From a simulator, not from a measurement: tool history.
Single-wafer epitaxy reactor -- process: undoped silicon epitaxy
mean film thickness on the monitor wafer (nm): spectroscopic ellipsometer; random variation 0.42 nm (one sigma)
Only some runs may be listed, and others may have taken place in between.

| run | hour | wafer temperature setpoint (pyrometer-controlled) (deg C) | deposition time (s) | mean film thickness on the monitor wafer (nm) |
|---|---|---|---|---|
| 1 | 0 | 665 | 475 | 113.22 |
| 2 | 6.3 | 661 | 474 | 104.62 |
| 3 | 9.8 | 657 | 473 | 93.384 |
| 4 | 15.7 | 661 | 473 | 103.39 |
| 5 | 21.7 | 661 | 531 | 116.06 |
| 6 | 25.3 | 668 | 531 | 138.06 |

The next listed run, before its measurement:
| 7 | 31.7 | 662 | 530 | ? |

{"run 7": {"mean film thickness on the monitor wafer (nm)": 118.54}}

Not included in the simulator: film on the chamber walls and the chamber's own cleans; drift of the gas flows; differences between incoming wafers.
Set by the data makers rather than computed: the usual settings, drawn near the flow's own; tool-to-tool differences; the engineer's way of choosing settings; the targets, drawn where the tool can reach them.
